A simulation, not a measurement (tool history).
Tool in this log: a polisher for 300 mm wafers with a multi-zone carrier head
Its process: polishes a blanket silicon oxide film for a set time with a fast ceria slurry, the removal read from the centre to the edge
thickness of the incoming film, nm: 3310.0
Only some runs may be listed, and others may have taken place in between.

run,hour,flow of slurry (ml/min),pressure of the head's centre zone,pressure of the head's middle zone,pressure of the head's edge zone,polishing time (s),film removed at the wafer's centre (angstrom),film removed at mid-radius (angstrom),film removed at the wafer's edge (angstrom)
1,0,230,1,1,1,62,7164.3,7226.6,7367.8
2,1.9,230,1,1,1.04,62,7083.9,7192.8,7510.2
3,9.4,230,0.97,1,1.04,62,6860.3,7390.5,7296.2
4,12.9,230,0.97,1,1.04,67,7354.3,7654.8,7821
5,16.2,230,0.97,1.07,1.04,67,7490.9,8181.5,8004
6,19.7,235,0.98,1.08,1.04,67,7459.8,8139.7,7942.5

Run 7 comes next. What will it give?
7,22.1,240,0.99,1.09,1.03,68,?,?,?

Run 7 gave film removed at the wafer's centre (angstrom) 7684.4, film removed at mid-radius (angstrom) 8551.6, film removed at the wafer's edge (angstrom) 8202.2.

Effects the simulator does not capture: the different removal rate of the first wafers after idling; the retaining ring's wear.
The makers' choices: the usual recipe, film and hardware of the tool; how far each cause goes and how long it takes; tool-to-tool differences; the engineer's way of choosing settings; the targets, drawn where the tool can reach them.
